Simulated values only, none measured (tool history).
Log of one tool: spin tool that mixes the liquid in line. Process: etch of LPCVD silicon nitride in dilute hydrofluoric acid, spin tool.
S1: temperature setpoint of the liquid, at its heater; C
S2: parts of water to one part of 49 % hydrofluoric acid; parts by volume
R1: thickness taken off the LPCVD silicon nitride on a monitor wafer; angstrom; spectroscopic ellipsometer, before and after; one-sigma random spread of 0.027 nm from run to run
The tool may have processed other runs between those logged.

Run 1, hour 0.0: S1 23.0 C, S2 120 parts by volume, time under the liquid (s) 310. Result: R1 12.0300 angstrom.
Run 2, hour 6.4: S1 21.5 C, S2 120 parts by volume, time under the liquid (s) 310. Result: R1 9.6468 angstrom.
Run 3, hour 13.1: S1 21.0 C, S2 120 parts by volume, time under the liquid (s) 310. Result: R1 10.4210 angstrom.
Run 4, hour 20.4: S1 20.5 C, S2 125 parts by volume, time under the liquid (s) 310. Result: R1 9.5516 angstrom.
Run 5, hour 23.0: S1 20.0 C, S2 130 parts by volume, time under the liquid (s) 310. Result: R1 9.3489 angstrom.
Run 6, hour 28.6: S1 19.5 C, S2 135 parts by volume, time under the liquid (s) 310. Result: R1 8.2729 angstrom.
Run 7, hour 37.3: S1 19.0 C, S2 135 parts by volume, time under the liquid (s) 310. Result: R1 8.4338 angstrom.

Run 8 is up next; what results do you expect?
Run 8, hour 41.9: S1 19.0 C, S2 140 parts by volume, time under the liquid (s) 310. Result: R1 ?.

Run 8 gave R1 7.9520 angstrom.

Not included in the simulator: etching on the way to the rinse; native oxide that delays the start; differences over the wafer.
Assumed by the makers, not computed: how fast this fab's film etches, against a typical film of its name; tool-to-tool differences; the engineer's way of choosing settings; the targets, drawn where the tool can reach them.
